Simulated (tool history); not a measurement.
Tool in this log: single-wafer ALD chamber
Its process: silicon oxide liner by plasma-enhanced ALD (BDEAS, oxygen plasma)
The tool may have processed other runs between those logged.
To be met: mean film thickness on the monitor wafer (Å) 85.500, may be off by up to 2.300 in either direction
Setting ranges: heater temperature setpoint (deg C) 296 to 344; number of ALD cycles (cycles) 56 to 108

run  hour  heater temperature setpoint (deg C)  number of ALD cycles (cycles)  mean film thickness on the monitor wafer (Å)
  1   0.0                                  320                             82                                        69.801
  2   8.6                                  320                             73                                        61.809
  3  10.7                                  330                             73                                        61.472
  4  17.7                                  330                             81                                        67.443
  5  24.6                                  329                             87                                        72.481
  6  27.1                                  328                             91                                        76.350
  7  28.8                                  328                             94                                        78.417
  8  31.9                                  328                             96                                        80.506
  9  35.9                                  328                             98                                        82.298
 10  40.6                                  328                             99                                        82.705

Next run, 5 choices. One meets every target within its allowed miss, the rest don't. Which?
  A  45.3                                  341                             98                                             ?
  B  45.3                                  328                             97                                             ?
  C  45.3                                  335                            102                                             ?
  D  45.3                                  332                             96                                             ?
  E  45.3                                  326                             91                                             ?

move  mean film thickness on the monitor wafer (Å)
   A                                        81.119
   B                                        81.649
   C                                        85.089
   D                                        80.394
   E                                        76.794
A: misses by more than the last run did
B: misses by more than the last run did
C: all results land within tolerance of their targets
D: misses by more than the last run did
E: misses by more than the last run did
So the answer is move C, the one that meets all the targets.
